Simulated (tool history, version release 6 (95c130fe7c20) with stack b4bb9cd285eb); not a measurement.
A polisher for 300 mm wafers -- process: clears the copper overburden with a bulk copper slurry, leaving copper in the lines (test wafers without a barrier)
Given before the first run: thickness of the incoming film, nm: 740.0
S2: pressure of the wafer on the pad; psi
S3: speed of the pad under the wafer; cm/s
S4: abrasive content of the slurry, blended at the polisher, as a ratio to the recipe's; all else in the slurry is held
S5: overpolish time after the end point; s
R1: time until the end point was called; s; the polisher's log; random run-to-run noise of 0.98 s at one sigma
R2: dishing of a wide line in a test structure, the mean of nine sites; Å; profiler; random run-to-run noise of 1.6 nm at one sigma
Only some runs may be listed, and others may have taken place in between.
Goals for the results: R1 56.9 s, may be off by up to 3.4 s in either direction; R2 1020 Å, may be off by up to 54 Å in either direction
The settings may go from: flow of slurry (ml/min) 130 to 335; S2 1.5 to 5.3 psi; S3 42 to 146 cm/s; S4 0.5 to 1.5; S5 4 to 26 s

run 1 hour=0 | flow_of_slurry_(ml/min)=215 S2=3.4 S3=94 S4=1 S5=13 | R1=92.34 R2=662.01
run 2 hour=1.2 | flow_of_slurry_(ml/min)=215 S2=3.7 S3=94 S4=1 S5=13 | R1=90.279 R2=665.62
run 3 hour=2.2 | flow_of_slurry_(ml/min)=215 S2=3.4 S3=94 S4=1 S5=13 | R1=94.746 R2=661.87
run 4 hour=2.8 | flow_of_slurry_(ml/min)=215 S2=3.4 S3=116 S4=1 S5=13 | R1=80.12 R2=757.06
run 5 hour=4.9 | flow_of_slurry_(ml/min)=215 S2=3.7 S3=118 S4=1 S5=13 | R1=74.7 R2=792.92
run 6 hour=5.6 | flow_of_slurry_(ml/min)=215 S2=3.7 S3=118 S4=1 S5=8 | R1=70.943 R2=561.96
run 7 hour=8.3 | flow_of_slurry_(ml/min)=215 S2=3.9 S3=120 S4=1 S5=9 | R1=70.225 R2=631.95
run 8 hour=15.5 | flow_of_slurry_(ml/min)=215 S2=4.1 S3=122 S4=1 S5=10 | R1=65.981 R2=705.37
run 9 hour=17.4 | flow_of_slurry_(ml/min)=215 S2=4.3 S3=122 S4=1 S5=11 | R1=63.233 R2=766.18
run 10 hour=22.4 | flow_of_slurry_(ml/min)=215 S2=4.4 S3=124 S4=1 S5=12 | R1=61.982 R2=844.42
run 11 hour=25 | flow_of_slurry_(ml/min)=215 S2=4.5 S3=124 S4=1 S5=12 | R1=62.842 R2=872.19
run 12 hour=33.4 | flow_of_slurry_(ml/min)=215 S2=4.6 S3=124 S4=1 S5=12 | R1=57.293 R2=903.44
run 13 hour=39 | flow_of_slurry_(ml/min)=215 S2=4.6 S3=124 S4=1 S5=13 | R1=59.086 R2=919.33

Which single option among these 4 for the next run brings every result within its allowed miss of target? Just one does.
run A hour=44.6 | flow_of_slurry_(ml/min)=225 S2=4.6 S3=114 S4=0.95 S5=16 | R1=? R2=?
run B hour=44.6 | flow_of_slurry_(ml/min)=230 S2=4.4 S3=126 S4=1.25 S5=15 | R1=? R2=?
run C hour=44.6 | flow_of_slurry_(ml/min)=200 S2=5.3 S3=138 S4=0.9 S5=12 | R1=? R2=?
run D hour=44.6 | flow_of_slurry_(ml/min)=220 S2=3.7 S3=132 S4=0.95 S5=17 | R1=? R2=?

move=A R1=63.403 R2=993.23
move=B R1=56.589 R2=1017.9
move=C R1=49.133 R2=988.08
move=D R1=65.627 R2=983.29
A: corrects the largest miss of the last run, while another result sits out of spec
B: each result inside its tolerance
C: corrects the largest miss of the last run, while another result sits out of spec
D: corrects the largest miss of the last run, while another result sits out of spec
B meets every target.

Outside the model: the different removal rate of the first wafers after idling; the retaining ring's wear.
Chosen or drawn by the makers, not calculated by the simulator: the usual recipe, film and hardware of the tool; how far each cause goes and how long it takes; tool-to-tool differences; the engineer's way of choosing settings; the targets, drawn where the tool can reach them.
